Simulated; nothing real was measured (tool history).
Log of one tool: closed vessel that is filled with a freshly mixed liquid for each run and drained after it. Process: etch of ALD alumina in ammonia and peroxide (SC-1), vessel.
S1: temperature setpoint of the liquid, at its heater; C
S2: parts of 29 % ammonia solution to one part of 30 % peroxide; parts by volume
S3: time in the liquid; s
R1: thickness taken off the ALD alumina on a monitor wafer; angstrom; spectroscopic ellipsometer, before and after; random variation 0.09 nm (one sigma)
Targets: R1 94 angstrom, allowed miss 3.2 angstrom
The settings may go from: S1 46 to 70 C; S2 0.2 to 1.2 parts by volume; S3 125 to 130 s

| run | day | S1 | S2 | S3 | R1 |
|---|---|---|---|---|---|
| 1 | 0 | 62 | 0.75 | 125 | 108.87 |
| 2 | 0.071 | 61.5 | 0.75 | 125 | 108.62 |
| 3 | 0.175 | 61 | 0.75 | 125 | 105.39 |
| 4 | 0.283 | 60.5 | 0.75 | 125 | 102.4 |
| 5 | 0.608 | 56 | 0.75 | 125 | 81.604 |
| 6 | 0.633 | 56 | 1 | 125 | 84.541 |
| 7 | 0.971 | 56.5 | 1 | 125 | 85.318 |
| 8 | 1.121 | 57 | 1 | 125 | 87.251 |

4 next moves are on the table. One of them brings every result within its allowed miss. Which?
| A | 1.271 | 57 | 0.85 | 125 | ? |
| B | 1.271 | 54.5 | 1.05 | 130 | ? |
| C | 1.271 | 55.5 | 0.95 | 130 | ? |
| D | 1.271 | 57.5 | 0.95 | 130 | ? |

| move | R1 |
|---|---|
| A | 86.556 |
| B | 80.478 |
| C | 84.064 |
| D | 93.383 |
A: further off than the last run
B: further off than the last run
C: further off than the last run
D: meets every target
Move D is the one to make.
